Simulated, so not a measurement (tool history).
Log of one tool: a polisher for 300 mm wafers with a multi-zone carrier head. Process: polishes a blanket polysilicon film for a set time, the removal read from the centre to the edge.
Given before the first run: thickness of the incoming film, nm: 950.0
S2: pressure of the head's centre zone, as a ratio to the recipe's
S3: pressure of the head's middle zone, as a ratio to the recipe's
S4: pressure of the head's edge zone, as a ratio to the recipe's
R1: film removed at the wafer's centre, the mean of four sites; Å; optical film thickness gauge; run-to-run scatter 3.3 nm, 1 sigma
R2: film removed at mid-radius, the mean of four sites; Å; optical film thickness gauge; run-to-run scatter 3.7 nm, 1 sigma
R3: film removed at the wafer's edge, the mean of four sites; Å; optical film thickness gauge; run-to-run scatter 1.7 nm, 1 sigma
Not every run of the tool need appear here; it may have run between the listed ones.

{"run": 1, "hour": 0.0, "flow of slurry (ml/min)": 240, "S2": 1, "S3": 1, "S4": 1, "polishing time (s)": 38, "R1": 3777.2, "R2": 3755.2, "R3": 3884.8}
{"run": 2, "hour": 5.7, "flow of slurry (ml/min)": 240, "S2": 0.91, "S3": 1, "S4": 1, "polishing time (s)": 38, "R1": 3444.4, "R2": 3803, "R3": 3812.6}
{"run": 3, "hour": 13.2, "flow of slurry (ml/min)": 240, "S2": 0.84, "S3": 1, "S4": 1, "polishing time (s)": 38, "R1": 3118.6, "R2": 3797.5, "R3": 3882.9}
{"run": 4, "hour": 20.9, "flow of slurry (ml/min)": 235, "S2": 0.84, "S3": 0.99, "S4": 0.98, "polishing time (s)": 37, "R1": 2988.5, "R2": 3691.5, "R3": 3703.3}
{"run": 5, "hour": 27.0, "flow of slurry (ml/min)": 235, "S2": 0.84, "S3": 0.98, "S4": 0.97, "polishing time (s)": 36, "R1": 3011.5, "R2": 3579.3, "R3": 3627.6}
{"run": 6, "hour": 31.7, "flow of slurry (ml/min)": 230, "S2": 0.84, "S3": 0.98, "S4": 0.96, "polishing time (s)": 35, "R1": 2884.8, "R2": 3415.6, "R3": 3427}
{"run": 7, "hour": 35.4, "flow of slurry (ml/min)": 225, "S2": 0.84, "S3": 0.98, "S4": 0.96, "polishing time (s)": 34, "R1": 2829.7, "R2": 3315.3, "R3": 3368}
{"run": 8, "hour": 36.3, "flow of slurry (ml/min)": 220, "S2": 0.84, "S3": 0.98, "S4": 0.95, "polishing time (s)": 33, "R1": 2744.9, "R2": 3263.2, "R3": 3247.4}
{"run": 9, "hour": 43.8, "flow of slurry (ml/min)": 215, "S2": 0.84, "S3": 0.98, "S4": 0.94, "polishing time (s)": 32, "R1": 2574.3, "R2": 3196.5, "R3": 3158.1}
{"run": 10, "hour": 52.2, "flow of slurry (ml/min)": 215, "S2": 0.84, "S3": 0.97, "S4": 0.93, "polishing time (s)": 32, "R1": 2658.9, "R2": 3029.6, "R3": 3139.8}
{"run": 11, "hour": 58.6, "flow of slurry (ml/min)": 210, "S2": 0.84, "S3": 0.97, "S4": 0.92, "polishing time (s)": 32, "R1": 2608.7, "R2": 3097.2, "R3": 3132.8}
{"run": 12, "hour": 61.0, "flow of slurry (ml/min)": 210, "S2": 0.84, "S3": 0.97, "S4": 0.91, "polishing time (s)": 31, "R1": 2528.5, "R2": 3042.1, "R3": 2981.7}
{"run": 13, "hour": 65.6, "flow of slurry (ml/min)": 205, "S2": 0.84, "S3": 0.96, "S4": 0.9, "polishing time (s)": 31, "R1": 2511, "R2": 2945, "R3": 2992.1}
{"run": 14, "hour": 73.3, "flow of slurry (ml/min)": 205, "S2": 0.84, "S3": 0.96, "S4": 0.89, "polishing time (s)": 31, "R1": 2493, "R2": 2948, "R3": 2986.1}

What will run 15 give?
{"run": 15, "hour": 76.4, "flow of slurry (ml/min)": 205, "S2": 0.84, "S3": 0.96, "S4": 0.88, "polishing time (s)": 31, "R1": "?", "R2": "?", "R3": "?"}

{"run 15": {"R1": 2512.9, "R2": 2951.7, "R3": 2943.7}}

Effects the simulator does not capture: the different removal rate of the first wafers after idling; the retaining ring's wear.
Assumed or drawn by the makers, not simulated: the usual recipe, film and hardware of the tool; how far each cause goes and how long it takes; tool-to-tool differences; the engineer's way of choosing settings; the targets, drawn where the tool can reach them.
